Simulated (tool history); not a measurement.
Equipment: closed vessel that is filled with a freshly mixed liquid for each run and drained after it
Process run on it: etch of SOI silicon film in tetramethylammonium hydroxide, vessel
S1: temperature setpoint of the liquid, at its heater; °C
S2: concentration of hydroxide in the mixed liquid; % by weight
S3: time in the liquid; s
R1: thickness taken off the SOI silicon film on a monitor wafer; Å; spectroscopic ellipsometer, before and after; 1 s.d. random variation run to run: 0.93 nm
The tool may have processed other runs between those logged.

run 1 hour=0.0 | S1=71.0 S2=8.5 S3=30 | R1=2603.9
run 2 hour=6.5 | S1=71.0 S2=7.0 S3=30 | R1=2786.2
run 3 hour=11.9 | S1=68.0 S2=7.0 S3=30 | R1=2335.1
run 4 hour=13.2 | S1=65.5 S2=7.0 S3=30 | R1=1983.4
run 5 hour=15.7 | S1=64.0 S2=7.0 S3=30 | R1=1804.2
run 6 hour=21.1 | S1=64.0 S2=6.0 S3=30 | R1=1878.8
run 7 hour=29.6 | S1=62.5 S2=6.0 S3=30 | R1=1714.2

What does the tool deliver on the next run?
run 8 hour=34.6 | S1=62.5 S2=6.0 S3=30 | R1=?

R1: 1699.2 Å
